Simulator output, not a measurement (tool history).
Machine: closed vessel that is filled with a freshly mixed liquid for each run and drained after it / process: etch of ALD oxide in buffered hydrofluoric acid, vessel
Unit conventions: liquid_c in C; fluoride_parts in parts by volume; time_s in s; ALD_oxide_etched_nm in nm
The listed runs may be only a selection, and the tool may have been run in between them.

Run 1, hour 0: liquid_c 24 C, fluoride_parts 18.5 parts by volume, time_s 105 s. Result: ALD_oxide_etched_nm 111.91 nm.
Run 2, hour 2.9: liquid_c 22 C, fluoride_parts 18.5 parts by volume, time_s 105 s. Result: ALD_oxide_etched_nm 101.94 nm.
Run 3, hour 4.3: liquid_c 21 C, fluoride_parts 18.5 parts by volume, time_s 105 s. Result: ALD_oxide_etched_nm 95.384 nm.
Run 4, hour 11.4: liquid_c 24 C, fluoride_parts 18.5 parts by volume, time_s 105 s. Result: ALD_oxide_etched_nm 111.19 nm.
Run 5, hour 17.9: liquid_c 24 C, fluoride_parts 18.5 parts by volume, time_s 105 s. Result: ALD_oxide_etched_nm 110.41 nm.
Run 6, hour 21.5: liquid_c 24 C, fluoride_parts 18.5 parts by volume, time_s 110 s. Result: ALD_oxide_etched_nm 116.1 nm.
Run 7, hour 22.6: liquid_c 22.5 C, fluoride_parts 19 parts by volume, time_s 110 s. Result: ALD_oxide_etched_nm 105.53 nm.
Run 8, hour 28.2: liquid_c 21.5 C, fluoride_parts 19 parts by volume, time_s 110 s. Result: ALD_oxide_etched_nm 99.524 nm.

Run 9, settings as shown, results not yet in. Your forecast:
Run 9, hour 35.7: liquid_c 17.5 C, fluoride_parts 19 parts by volume, time_s 110 s. Result: ALD_oxide_etched_nm ?.

ALD_oxide_etched_nm: 78.693 nm
